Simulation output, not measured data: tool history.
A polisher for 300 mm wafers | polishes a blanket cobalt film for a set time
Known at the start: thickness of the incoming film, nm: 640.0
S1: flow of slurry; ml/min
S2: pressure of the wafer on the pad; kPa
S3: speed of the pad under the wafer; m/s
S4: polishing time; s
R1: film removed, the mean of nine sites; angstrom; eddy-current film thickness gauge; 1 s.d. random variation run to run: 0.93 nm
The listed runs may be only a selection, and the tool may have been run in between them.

run  hour   S1    S2    S3  S4      R1
  1     0  195  10.3  1.06  40  1341.5
  2   8.5  195   9.7  1.06  40  1259.6
  3  13.8  195   9.7  1.06  42  1343.3
  4  19.7  195   9.7  1.28  42  1568.9
  5  27.1  240   9.7  1.28  42  1617.4
  6  30.7  240     9  1.24  42  1449.6
     35.2  -- worn pad replaced by a new one
  7  35.2  240   8.3  1.22  42  1496.1
  8  41.3  240   7.6  1.12  42  1282.4
  9  45.8  240   6.9  1.08  42  1129.9
 10  49.4  235   6.2  1.06  42  1000.7
 11  50.2  225   6.2  1.06  42  981.93

What will run 12 give?
 12    51  220  6.2  1.06  42   ?

Run 12 measured R1 977.67 angstrom.
